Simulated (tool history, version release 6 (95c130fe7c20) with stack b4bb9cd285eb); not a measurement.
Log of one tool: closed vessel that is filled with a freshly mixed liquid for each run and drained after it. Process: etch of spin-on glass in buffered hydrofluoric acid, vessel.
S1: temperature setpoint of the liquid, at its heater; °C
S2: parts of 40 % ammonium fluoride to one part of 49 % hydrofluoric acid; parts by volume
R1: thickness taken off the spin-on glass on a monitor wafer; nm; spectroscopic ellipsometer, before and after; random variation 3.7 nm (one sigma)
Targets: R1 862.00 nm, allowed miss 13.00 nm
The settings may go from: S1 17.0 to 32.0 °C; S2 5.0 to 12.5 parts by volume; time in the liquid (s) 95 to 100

{"run": 1, "hour": 0.0, "S1": 25.0, "S2": 7.5, "time in the liquid (s)": 95, "R1": 742.53}
{"run": 2, "hour": 7.6, "S1": 25.0, "S2": 7.5, "time in the liquid (s)": 95, "R1": 751.83}
{"run": 3, "hour": 9.7, "S1": 25.0, "S2": 9.0, "time in the liquid (s)": 95, "R1": 612.39}
{"run": 4, "hour": 18.7, "S1": 25.0, "S2": 9.0, "time in the liquid (s)": 100, "R1": 641.31}
{"run": 5, "hour": 23.5, "S1": 26.0, "S2": 9.0, "time in the liquid (s)": 100, "R1": 683.11}
{"run": 6, "hour": 29.0, "S1": 29.0, "S2": 9.0, "time in the liquid (s)": 100, "R1": 796.95}
{"run": 7, "hour": 34.3, "S1": 29.5, "S2": 9.0, "time in the liquid (s)": 100, "R1": 822.83}
{"run": 8, "hour": 36.4, "S1": 30.0, "S2": 9.0, "time in the liquid (s)": 100, "R1": 839.09}

4 next moves are on the table. One of them brings every result within its allowed miss. Which?
{"run": "A", "hour": 38.5, "S1": 31.5, "S2": 9.5, "time in the liquid (s)": 95, "R1": "?"}
{"run": "B", "hour": 38.5, "S1": 29.5, "S2": 8.5, "time in the liquid (s)": 95, "R1": "?"}
{"run": "C", "hour": 38.5, "S1": 30.5, "S2": 9.0, "time in the liquid (s)": 100, "R1": "?"}
{"run": "D", "hour": 38.5, "S1": 30.0, "S2": 8.5, "time in the liquid (s)": 100, "R1": "?"}

move=A R1=838.77
move=B R1=831.56
move=C R1=866.98
move=D R1=898.60
A: as far off as the last run
B: further off than the last run
C: meets every target
D: takes the result that was furthest off past its target
The right move is C.
